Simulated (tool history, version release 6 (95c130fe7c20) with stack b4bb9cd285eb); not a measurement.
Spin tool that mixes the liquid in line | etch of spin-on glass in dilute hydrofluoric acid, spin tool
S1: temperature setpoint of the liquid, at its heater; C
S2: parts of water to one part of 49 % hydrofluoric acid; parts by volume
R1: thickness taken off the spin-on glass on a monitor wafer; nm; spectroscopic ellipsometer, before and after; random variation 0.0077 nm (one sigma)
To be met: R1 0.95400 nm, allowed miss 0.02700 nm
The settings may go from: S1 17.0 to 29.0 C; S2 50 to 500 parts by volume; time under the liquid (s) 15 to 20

{"run": 1, "hour": 0.0, "S1": 21.0, "S2": 275, "time under the liquid (s)": 20, "R1": 1.7486}
{"run": 2, "hour": 0.8, "S1": 20.5, "S2": 285, "time under the liquid (s)": 20, "R1": 1.6276}
{"run": 3, "hour": 2.9, "S1": 20.5, "S2": 220, "time under the liquid (s)": 20, "R1": 2.2511}
{"run": 4, "hour": 7.5, "S1": 20.0, "S2": 235, "time under the liquid (s)": 20, "R1": 2.0167}
{"run": 5, "hour": 10.7, "S1": 20.0, "S2": 335, "time under the liquid (s)": 20, "R1": 1.3094}
{"run": 6, "hour": 18.3, "S1": 20.0, "S2": 275, "time under the liquid (s)": 20, "R1": 1.6528}
{"run": 7, "hour": 23.3, "S1": 19.5, "S2": 285, "time under the liquid (s)": 20, "R1": 1.5855}
{"run": 8, "hour": 28.3, "S1": 19.5, "S2": 295, "time under the liquid (s)": 20, "R1": 1.5264}
{"run": 9, "hour": 34.6, "S1": 19.5, "S2": 305, "time under the liquid (s)": 20, "R1": 1.462}

4 next moves are on the table. One of them brings every result within its allowed miss. Which?
{"run": "A", "hour": 40.9, "S1": 18.0, "S2": 225, "time under the liquid (s)": 20, "R1": "?"}
{"run": "B", "hour": 40.9, "S1": 18.0, "S2": 325, "time under the liquid (s)": 15, "R1": "?"}
{"run": "C", "hour": 40.9, "S1": 17.5, "S2": 330, "time under the liquid (s)": 15, "R1": "?"}
{"run": "D", "hour": 40.9, "S1": 21.0, "S2": 330, "time under the liquid (s)": 15, "R1": "?"}

move=A R1=1.99060
move=B R1=0.94713
move=C R1=0.91188
move=D R1=1.03530
A: further off than the last run
B: meets every target
C: takes the result that was furthest off past its target
D: nearer than the last run, and not there yet
Answer: B
